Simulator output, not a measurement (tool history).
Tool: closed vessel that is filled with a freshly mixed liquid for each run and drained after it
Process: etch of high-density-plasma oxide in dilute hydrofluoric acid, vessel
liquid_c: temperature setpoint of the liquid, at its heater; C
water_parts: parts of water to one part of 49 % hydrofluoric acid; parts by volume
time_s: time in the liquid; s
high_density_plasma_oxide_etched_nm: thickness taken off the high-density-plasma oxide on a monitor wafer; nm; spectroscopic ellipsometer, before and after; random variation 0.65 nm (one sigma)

run    day  liquid_c  water_parts  time_s  high_density_plasma_oxide_etched_nm
  1  0.000      23.0          230    2080                               62.628
  2  0.225      23.0          230    2230                               67.965
  3  0.379      23.0          200    2230                               80.806
  4  0.512      25.5          190    2230                               93.743
  5  0.854      27.0          185    2230                              102.130
  6  0.900      28.0          180    2230                              109.700

Run 7 comes next. What will it give?
  7  1.146      29.0          180    2230                                    ?

Run 7 gave high_density_plasma_oxide_etched_nm 112.970 nm.
